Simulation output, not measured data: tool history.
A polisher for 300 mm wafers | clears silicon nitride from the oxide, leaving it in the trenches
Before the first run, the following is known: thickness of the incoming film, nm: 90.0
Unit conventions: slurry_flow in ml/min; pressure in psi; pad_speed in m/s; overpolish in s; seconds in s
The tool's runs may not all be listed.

run 1 hour=0 | slurry_flow=200 pressure=2.2 pad_speed=1.28 overpolish=29 | seconds=107.19
run 2 hour=8.9 | slurry_flow=200 pressure=2.5 pad_speed=1.28 overpolish=29 | seconds=91.019
run 3 hour=10.6 | slurry_flow=200 pressure=2.6 pad_speed=1.28 overpolish=29 | seconds=89.203
run 4 hour=13.8 | slurry_flow=200 pressure=2.1 pad_speed=1.28 overpolish=29 | seconds=109.3
run 5 hour=19.9 | slurry_flow=200 pressure=2.4 pad_speed=1.3 overpolish=29 | seconds=97.515
run 6 hour=28.9 | slurry_flow=200 pressure=1.9 pad_speed=1.3 overpolish=29 | seconds=118

Expected results for the next run?
run 7 hour=37.8 | slurry_flow=200 pressure=2.2 pad_speed=1.32 overpolish=29 | seconds=?

seconds: 105.6 s
